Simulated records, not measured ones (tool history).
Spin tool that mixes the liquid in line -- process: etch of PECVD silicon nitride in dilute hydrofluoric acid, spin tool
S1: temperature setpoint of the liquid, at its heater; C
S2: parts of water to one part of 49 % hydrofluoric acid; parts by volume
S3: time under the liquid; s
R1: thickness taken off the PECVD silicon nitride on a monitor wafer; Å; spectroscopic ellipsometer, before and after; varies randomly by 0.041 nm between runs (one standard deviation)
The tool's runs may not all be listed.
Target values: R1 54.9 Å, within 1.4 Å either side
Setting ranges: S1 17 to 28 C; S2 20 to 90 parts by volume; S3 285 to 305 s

run 1 hour=0 | S1=20 S2=50 S3=285 | R1=88.889
run 2 hour=8.2 | S1=17 S2=50 S3=285 | R1=72.744
run 3 hour=9 | S1=19 S2=50 S3=285 | R1=83.205
run 4 hour=12.7 | S1=17 S2=50 S3=285 | R1=74.114
run 5 hour=13.3 | S1=17 S2=40 S3=285 | R1=91.751
run 6 hour=21.2 | S1=20.5 S2=40 S3=285 | R1=116.46
run 7 hour=30.2 | S1=20 S2=45 S3=285 | R1=100.6
run 8 hour=37.6 | S1=19.5 S2=45 S3=285 | R1=96.827
run 9 hour=46 | S1=19 S2=45 S3=285 | R1=94.693
run 10 hour=52.6 | S1=18 S2=55 S3=285 | R1=71.131
run 11 hour=59.4 | S1=17 S2=65 S3=285 | R1=57.34
run 12 hour=65.7 | S1=17 S2=70 S3=285 | R1=52.706
run 13 hour=70.6 | S1=17 S2=70 S3=285 | R1=52.802

Below are 4 possible settings for the next run. Only one of them brings all results inside the allowed miss of their targets. Which is it?
run A hour=75.5 | S1=19.5 S2=80 S3=285 | R1=?
run B hour=75.5 | S1=17 S2=75 S3=290 | R1=?
run C hour=75.5 | S1=17 S2=65 S3=290 | R1=?
run D hour=75.5 | S1=17.5 S2=70 S3=305 | R1=?

move=A R1=55.304
move=B R1=50.344
move=C R1=57.838
move=D R1=58.64
A: all results land within tolerance of their targets
B: lands further from the targets than the last run did
C: takes the result that was furthest off past its target
D: takes the result that was furthest off past its target
Answer: A
